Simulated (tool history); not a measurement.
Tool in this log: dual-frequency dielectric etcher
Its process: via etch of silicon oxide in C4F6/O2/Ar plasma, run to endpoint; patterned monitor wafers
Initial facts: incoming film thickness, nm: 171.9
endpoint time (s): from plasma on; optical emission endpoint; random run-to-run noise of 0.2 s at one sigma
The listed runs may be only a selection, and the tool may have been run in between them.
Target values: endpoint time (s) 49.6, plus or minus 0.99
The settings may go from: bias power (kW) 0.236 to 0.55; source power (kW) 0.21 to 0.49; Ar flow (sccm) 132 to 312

run    day  bias power (kW)  source power (kW)  Ar flow (sccm)  endpoint time (s)
  1      0            0.393               0.35             222             42.805
  2  0.371            0.393                0.4             222             39.904
  3  0.446            0.351               0.38             225              42.92
  4  0.779             0.32               0.37             226              45.25
  5  0.846             0.32               0.41             226             42.791
  6   1.05             0.32               0.41             247             42.962
  7  1.425             0.32               0.41             247             43.077
  8  1.467            0.296                0.4             248             45.158
  9  1.721            0.279               0.39             249             46.657
 10  1.967            0.236               0.37             252             51.479
 11    2.3            0.244               0.37             252             50.835

Which single option among these 4 for the next run brings every result within its allowed miss of target? Just one does.
  A  2.633            0.236               0.35             249                  ?
  B  2.633            0.346               0.29             282                  ?
  C  2.633            0.272               0.33             268                  ?
  D  2.633            0.249               0.38             253                  ?

move  endpoint time (s)
   A             52.721
   B             52.249
   C             52.341
   D              49.35
A: misses by more than the last run did
B: misses by more than the last run did
C: misses by more than the last run did
D: every result lands within tolerance
D is the move that brings every result within its allowed miss.

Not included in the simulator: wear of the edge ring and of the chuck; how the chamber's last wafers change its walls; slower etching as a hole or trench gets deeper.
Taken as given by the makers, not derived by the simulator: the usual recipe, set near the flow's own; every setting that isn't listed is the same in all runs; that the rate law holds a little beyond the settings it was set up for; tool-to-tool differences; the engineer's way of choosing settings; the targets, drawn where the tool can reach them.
